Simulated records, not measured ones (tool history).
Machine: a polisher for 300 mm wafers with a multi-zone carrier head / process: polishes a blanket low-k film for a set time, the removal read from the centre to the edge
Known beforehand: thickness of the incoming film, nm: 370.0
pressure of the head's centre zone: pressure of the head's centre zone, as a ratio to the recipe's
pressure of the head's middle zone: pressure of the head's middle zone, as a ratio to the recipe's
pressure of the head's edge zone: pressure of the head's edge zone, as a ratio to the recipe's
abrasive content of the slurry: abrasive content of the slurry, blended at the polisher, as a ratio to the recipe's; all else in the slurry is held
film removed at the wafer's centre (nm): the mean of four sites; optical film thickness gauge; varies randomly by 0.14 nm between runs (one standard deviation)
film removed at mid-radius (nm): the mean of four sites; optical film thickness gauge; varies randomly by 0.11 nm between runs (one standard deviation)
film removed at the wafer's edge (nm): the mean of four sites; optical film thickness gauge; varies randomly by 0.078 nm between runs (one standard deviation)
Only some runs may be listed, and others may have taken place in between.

run	hour	flow of slurry (ml/min)	pressure of the head's centre zone	pressure of the head's middle zone	pressure of the head's edge zone	abrasive content of the slurry	polishing time (s)	film removed at the wafer's centre (nm)	film removed at mid-radius (nm)	film removed at the wafer's edge (nm)
1	0	255	1	1	1	1	69	18.197	18.528	18.211
2	1.1	250	0.97	0.99	0.97	0.9	65	15.822	16.999	16.094
3	4.2	245	0.95	0.96	0.96	0.8	61	13.964	14.507	14.378
4	12.3	240	0.92	0.95	0.94	0.75	59	12.738	14.051	13.517
5	18.5	235	0.91	0.93	0.92	0.7	57	12.02	12.959	12.715
6	25.9	230	0.9	0.92	0.9	0.65	56	11.549	12.355	11.879
7	31.6	225	0.88	0.91	0.89	0.6	55	10.421	11.506	11.381
8	35.7	220	0.87	0.91	0.87	0.6	55	10.436	11.693	11.311
9	42.6	215	0.86	0.9	0.86	0.6	55	10.336	11.304	11.32

What will run 10 give?
10	46.5	215	0.86	0.9	0.85	0.6	54	?	?	?

Run 10 measured film removed at the wafer's centre (nm) 10.063, film removed at mid-radius (nm) 11.389, film removed at the wafer's edge (nm) 10.94.
